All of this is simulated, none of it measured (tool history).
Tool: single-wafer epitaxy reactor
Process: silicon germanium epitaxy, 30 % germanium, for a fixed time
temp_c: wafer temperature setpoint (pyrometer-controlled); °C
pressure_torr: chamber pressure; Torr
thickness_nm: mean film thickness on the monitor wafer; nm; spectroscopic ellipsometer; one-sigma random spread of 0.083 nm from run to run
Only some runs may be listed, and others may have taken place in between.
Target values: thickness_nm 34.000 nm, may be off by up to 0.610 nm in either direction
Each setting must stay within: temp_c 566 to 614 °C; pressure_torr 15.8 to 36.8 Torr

run	hour	temp_c	pressure_torr	thickness_nm
1	0.0	590	26.3	62.937
2	1.5	583	23.4	51.691
3	9.3	589	23.4	58.062
4	16.7	589	20.5	53.784
5	24.0	583	20.0	47.443
6	25.3	583	17.8	44.391
7	32.6	579	17.8	40.941
# hour 37.7: pyrometer calibrated
8	37.7	577	17.8	35.441
9	40.5	576	17.8	34.749

Which single option among these 5 for the next run brings every result within its allowed miss of target? Just one does.
A	43.3	568	22.7	?
B	43.3	576	18.5	?
C	43.3	581	15.8	?
D	43.3	578	17.4	?
E	43.3	575	19.8	?

move	thickness_nm
A	34.218
B	35.595
C	35.504
D	35.641
E	36.340
A: all results in spec
B: its largest miss is bigger than the last run's
C: its largest miss is bigger than the last run's
D: its largest miss is bigger than the last run's
E: its largest miss is bigger than the last run's
A is the move that brings every result within its allowed miss.
